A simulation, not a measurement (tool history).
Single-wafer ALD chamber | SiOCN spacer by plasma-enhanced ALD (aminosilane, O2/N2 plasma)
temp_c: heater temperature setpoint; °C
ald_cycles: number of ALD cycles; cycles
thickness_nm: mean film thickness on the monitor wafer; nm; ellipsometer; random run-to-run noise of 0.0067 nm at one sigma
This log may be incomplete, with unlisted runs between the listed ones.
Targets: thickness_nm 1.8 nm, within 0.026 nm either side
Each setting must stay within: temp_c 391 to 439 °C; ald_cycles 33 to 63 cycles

run	hour	temp_c	ald_cycles	thickness_nm
1	0	415	48	2.429
2	4.7	410	48	2.4685
3	13.4	403	48	2.4981
4	22	397	48	2.5291
5	25.4	397	50	2.6252
6	34.4	403	50	2.5955
7	39	407	46	2.3702
8	40.5	410	43	2.1967

Exactly one of the 5 candidate moves below puts every result within its allowed miss. Which one?
A	42	406	49	?
B	42	424	40	?
C	42	403	59	?
D	42	408	48	?
E	42	396	34	?

move	thickness_nm
A	2.5185
B	1.9561
C	3.0571
D	2.4538
E	1.7855
A: its largest miss is bigger than the last run's
B: better than the last run, though not everything is in spec
C: its largest miss is bigger than the last run's
D: its largest miss is bigger than the last run's
E: each result inside its tolerance
E meets every target.
